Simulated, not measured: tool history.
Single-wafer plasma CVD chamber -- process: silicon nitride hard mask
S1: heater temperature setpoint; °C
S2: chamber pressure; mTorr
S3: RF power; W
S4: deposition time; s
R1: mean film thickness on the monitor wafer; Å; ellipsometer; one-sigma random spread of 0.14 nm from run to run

run,day,S1,S2,S3,S4,R1
1,0.000,390,1120,350,31.3,341.20
2,0.146,390,1080,340,31.2,326.02
3,0.483,390,940,340,31.2,307.45
4,0.521,390,910,335,31.2,300.63
5,0.600,390,890,330,31.2,291.44
# day 0.842: thermocouple changed; heater temperature recalibrated
6,0.842,390,870,330,31.2,287.12
7,1.092,390,850,330,31.2,280.34
8,1.329,390,850,330,31.2,283.93
9,1.471,390,830,330,31.2,274.88
10,1.575,390,820,330,31.2,271.88

Run 11 comes next. What will it give?
11,1.821,390,810,330,31.2,?

R1: 271.77 Å
